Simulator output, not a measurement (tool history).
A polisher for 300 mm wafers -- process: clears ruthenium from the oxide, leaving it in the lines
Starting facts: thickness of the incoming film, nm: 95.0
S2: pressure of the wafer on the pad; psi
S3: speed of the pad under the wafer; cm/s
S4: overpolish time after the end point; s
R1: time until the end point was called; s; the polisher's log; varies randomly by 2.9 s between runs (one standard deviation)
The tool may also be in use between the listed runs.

{"run": 1, "hour": 0.0, "flow of slurry (ml/min)": 255, "S2": 1.4, "S3": 82, "S4": 39, "R1": 152.08}
{"run": 2, "hour": 5.8, "flow of slurry (ml/min)": 255, "S2": 1.3, "S3": 82, "S4": 39, "R1": 160.91}
{"run": 3, "hour": 12.1, "flow of slurry (ml/min)": 255, "S2": 1.2, "S3": 82, "S4": 39, "R1": 175.74}
{"run": 4, "hour": 18.5, "flow of slurry (ml/min)": 255, "S2": 1.2, "S3": 82, "S4": 42, "R1": 172.01}
{"run": 5, "hour": 20.8, "flow of slurry (ml/min)": 255, "S2": 1.5, "S3": 82, "S4": 42, "R1": 141.95}
{"run": 6, "hour": 24.8, "flow of slurry (ml/min)": 255, "S2": 1.3, "S3": 82, "S4": 42, "R1": 161.73}
{"run": 7, "hour": 33.0, "flow of slurry (ml/min)": 255, "S2": 1.2, "S3": 82, "S4": 42, "R1": 175.37}

What will run 8 give?
{"run": 8, "hour": 39.2, "flow of slurry (ml/min)": 255, "S2": 1.1, "S3": 82, "S4": 42, "R1": "?"}

Run 8 yielded R1 191.39 s.

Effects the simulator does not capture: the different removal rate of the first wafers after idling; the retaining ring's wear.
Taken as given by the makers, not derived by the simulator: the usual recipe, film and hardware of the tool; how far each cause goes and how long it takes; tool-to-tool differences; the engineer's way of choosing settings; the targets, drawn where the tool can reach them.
